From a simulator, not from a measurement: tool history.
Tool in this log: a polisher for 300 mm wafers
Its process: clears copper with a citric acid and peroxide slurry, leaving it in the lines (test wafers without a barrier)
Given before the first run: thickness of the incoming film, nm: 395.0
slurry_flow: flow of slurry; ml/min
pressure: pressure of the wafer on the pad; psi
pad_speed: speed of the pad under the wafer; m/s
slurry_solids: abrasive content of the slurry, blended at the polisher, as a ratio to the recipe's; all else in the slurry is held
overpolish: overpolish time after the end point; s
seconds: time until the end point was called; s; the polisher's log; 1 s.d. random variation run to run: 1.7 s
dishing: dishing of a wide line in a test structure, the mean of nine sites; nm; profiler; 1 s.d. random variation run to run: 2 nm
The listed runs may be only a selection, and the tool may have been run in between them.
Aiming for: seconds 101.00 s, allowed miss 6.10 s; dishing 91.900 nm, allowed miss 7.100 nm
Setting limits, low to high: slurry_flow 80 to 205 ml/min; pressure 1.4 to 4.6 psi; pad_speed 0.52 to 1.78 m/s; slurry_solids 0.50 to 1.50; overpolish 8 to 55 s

run,day,slurry_flow,pressure,pad_speed,slurry_solids,overpolish,seconds,dishing
1,0.000,135,3.0,1.14,1.00,28,126.10,54.579
2,0.221,135,3.2,1.14,1.00,31,116.66,61.494
3,0.504,135,3.2,1.14,1.00,36,117.58,64.876
4,0.571,135,3.3,1.14,1.00,40,115.81,74.702
5,0.667,135,3.4,1.14,1.00,41,108.60,77.067
# day 0.983: head pressure recalibrated
6,0.983,135,3.4,1.14,0.80,41,131.81,68.342
7,1.054,135,3.6,1.16,0.80,43,121.31,75.564
8,1.129,135,3.8,1.16,0.80,44,112.21,82.495
9,1.442,135,3.9,1.16,0.80,44,107.02,83.242
10,1.492,135,3.9,1.16,0.80,45,113.08,83.166
11,1.854,135,4.0,1.16,0.80,45,109.16,85.910

Which single option among these 4 for the next run brings every result within its allowed miss of target? Just one does.
A,2.217,135,4.4,1.06,0.95,45,?,?
B,2.217,150,4.0,1.20,0.85,55,?,?
C,2.217,145,4.6,0.94,0.80,48,?,?
D,2.217,150,3.2,1.18,1.15,54,?,?

move,seconds,dishing
A,104.02,91.412
B,103.01,103.140
C,113.16,90.624
D,121.17,90.063
A: every result within its allowed miss
B: gets the furthest-off result to its target, but another result is out of tolerance
C: lands further from the targets than the last run did
D: lands further from the targets than the last run did
So the answer is move A, the one that meets all the targets.

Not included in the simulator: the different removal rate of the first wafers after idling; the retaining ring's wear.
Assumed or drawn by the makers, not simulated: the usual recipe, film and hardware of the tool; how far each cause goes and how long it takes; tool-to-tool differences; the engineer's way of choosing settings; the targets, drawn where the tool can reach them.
